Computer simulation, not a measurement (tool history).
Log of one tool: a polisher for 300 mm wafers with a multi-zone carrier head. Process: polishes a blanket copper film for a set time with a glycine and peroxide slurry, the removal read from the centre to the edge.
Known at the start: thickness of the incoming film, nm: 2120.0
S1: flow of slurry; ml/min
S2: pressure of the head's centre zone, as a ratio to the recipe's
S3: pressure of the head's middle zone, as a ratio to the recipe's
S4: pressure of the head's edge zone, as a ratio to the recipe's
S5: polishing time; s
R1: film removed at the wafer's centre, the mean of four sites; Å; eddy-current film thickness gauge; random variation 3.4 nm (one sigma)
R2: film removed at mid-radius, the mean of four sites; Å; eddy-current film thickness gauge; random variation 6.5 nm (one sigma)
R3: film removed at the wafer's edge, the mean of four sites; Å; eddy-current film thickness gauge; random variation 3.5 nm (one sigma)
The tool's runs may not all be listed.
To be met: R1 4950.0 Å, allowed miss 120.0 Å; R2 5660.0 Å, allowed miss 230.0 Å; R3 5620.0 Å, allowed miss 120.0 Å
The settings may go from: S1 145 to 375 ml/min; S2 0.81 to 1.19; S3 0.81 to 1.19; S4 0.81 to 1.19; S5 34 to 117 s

run  hour   S1    S2    S3    S4  S5      R1      R2      R3
  1   0.0  240  1.00  1.00  1.00  75  4900.4  4814.4  4827.4
  2   2.2  255  0.99  1.03  1.05  76  4876.9  5021.7  4971.2
  3  10.5  265  0.98  1.04  1.08  77  4985.9  5126.6  5144.6
  4  15.1  275  0.96  1.06  1.10  78  5030.1  5233.3  5365.0
  5  20.7  275  1.03  1.06  1.10  78  5262.7  5291.9  5257.5
  6  26.5  215  1.03  1.06  1.10  78  5201.3  5053.3  5167.5
  7  33.2  230  1.00  1.08  1.12  78  5033.6  5288.2  5276.1
  8  36.5  235  0.99  1.09  1.14  78  4969.1  5286.1  5323.0
  9  37.9  245  0.98  1.10  1.15  78  5092.8  5456.3  5399.9
 10  45.2  245  0.96  1.10  1.16  78  4945.2  5416.7  5401.4
 11  46.7  250  0.95  1.10  1.17  78  4907.5  5433.7  5388.5

4 next moves are on the table. One of them brings every result within its allowed miss. Which?
  A  48.2  205  0.97  0.95  1.19  85   ?   ?   ?
  B  48.2  245  0.93  1.13  1.19  80   ?   ?   ?
  C  48.2  275  0.88  1.17  1.19  83   ?   ?   ?
  D  48.2  235  0.99  1.17  1.13  76   ?   ?   ?

move      R1      R2      R3
   A  5284.3  5051.1  5916.0
   B  4919.3  5615.7  5634.6
   C  4949.3  6072.6  5892.5
   D  4889.9  5472.9  5191.6
A: takes the result that was furthest off past its target
B: meets every target
C: takes the result that was furthest off past its target
D: further off than the last run
Move B is the one to make.

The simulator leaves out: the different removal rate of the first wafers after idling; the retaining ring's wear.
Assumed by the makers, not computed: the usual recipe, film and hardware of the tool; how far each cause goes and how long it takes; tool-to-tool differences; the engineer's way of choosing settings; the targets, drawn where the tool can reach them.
